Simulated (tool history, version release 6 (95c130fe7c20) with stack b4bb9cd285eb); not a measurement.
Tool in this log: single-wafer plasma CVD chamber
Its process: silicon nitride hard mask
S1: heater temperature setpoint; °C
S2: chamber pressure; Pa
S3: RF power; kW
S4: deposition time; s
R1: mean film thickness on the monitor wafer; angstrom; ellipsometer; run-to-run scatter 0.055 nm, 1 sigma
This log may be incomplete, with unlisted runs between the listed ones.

{"run": 1, "day": 0.0, "S1": 410, "S2": 181, "S3": 0.25, "S4": 31.2, "R1": 322.66}
{"run": 2, "day": 0.296, "S1": 419, "S2": 181, "S3": 0.25, "S4": 31.2, "R1": 322.11}
{"run": 3, "day": 0.654, "S1": 419, "S2": 199, "S3": 0.25, "S4": 31.2, "R1": 328.56}
{"run": 4, "day": 0.854, "S1": 419, "S2": 191, "S3": 0.24, "S4": 31.2, "R1": 319.75}
{"run": 5, "day": 0.9, "S1": 419, "S2": 181, "S3": 0.23, "S4": 31.2, "R1": 308.83}
{"run": 6, "day": 1.129, "S1": 419, "S2": 181, "S3": 0.245, "S4": 31.2, "R1": 317.33}
{"run": 7, "day": 1.212, "S1": 419, "S2": 172, "S3": 0.235, "S4": 31.2, "R1": 307.14}
{"run": 8, "day": 1.558, "S1": 419, "S2": 165, "S3": 0.225, "S4": 31.2, "R1": 298.34}
{"run": 9, "day": 1.821, "S1": 419, "S2": 160, "S3": 0.22, "S4": 31.2, "R1": 292.12}

What will run 10 give?
{"run": 10, "day": 1.962, "S1": 419, "S2": 155, "S3": 0.215, "S4": 31.2, "R1": "?"}

Run 10 measured R1 286.07 angstrom.
